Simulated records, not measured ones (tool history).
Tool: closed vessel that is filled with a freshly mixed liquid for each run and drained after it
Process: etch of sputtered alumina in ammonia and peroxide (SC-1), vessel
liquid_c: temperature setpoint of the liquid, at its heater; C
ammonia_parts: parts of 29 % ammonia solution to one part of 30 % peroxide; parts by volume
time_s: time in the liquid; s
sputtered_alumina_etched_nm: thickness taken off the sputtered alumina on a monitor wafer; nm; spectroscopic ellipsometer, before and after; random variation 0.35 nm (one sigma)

Run 1, hour 0.0: liquid_c 57.0 C, ammonia_parts 0.95 parts by volume, time_s 240 s. Result: sputtered_alumina_etched_nm 20.209 nm.
Run 2, hour 3.9: liquid_c 57.0 C, ammonia_parts 0.80 parts by volume, time_s 240 s. Result: sputtered_alumina_etched_nm 20.229 nm.
Run 3, hour 6.1: liquid_c 58.5 C, ammonia_parts 0.80 parts by volume, time_s 240 s. Result: sputtered_alumina_etched_nm 21.526 nm.
Run 4, hour 11.5: liquid_c 60.0 C, ammonia_parts 0.80 parts by volume, time_s 240 s. Result: sputtered_alumina_etched_nm 23.338 nm.
Run 5, hour 14.5: liquid_c 61.0 C, ammonia_parts 0.80 parts by volume, time_s 240 s. Result: sputtered_alumina_etched_nm 25.001 nm.
Run 6, hour 23.5: liquid_c 55.5 C, ammonia_parts 0.80 parts by volume, time_s 240 s. Result: sputtered_alumina_etched_nm 18.721 nm.
Run 7, hour 26.6: liquid_c 63.5 C, ammonia_parts 0.85 parts by volume, time_s 240 s. Result: sputtered_alumina_etched_nm 27.977 nm.

Forecast run 8:
Run 8, hour 31.8: liquid_c 64.0 C, ammonia_parts 0.85 parts by volume, time_s 240 s. Result: sputtered_alumina_etched_nm ?.

Run 8 gave sputtered_alumina_etched_nm 28.858 nm.
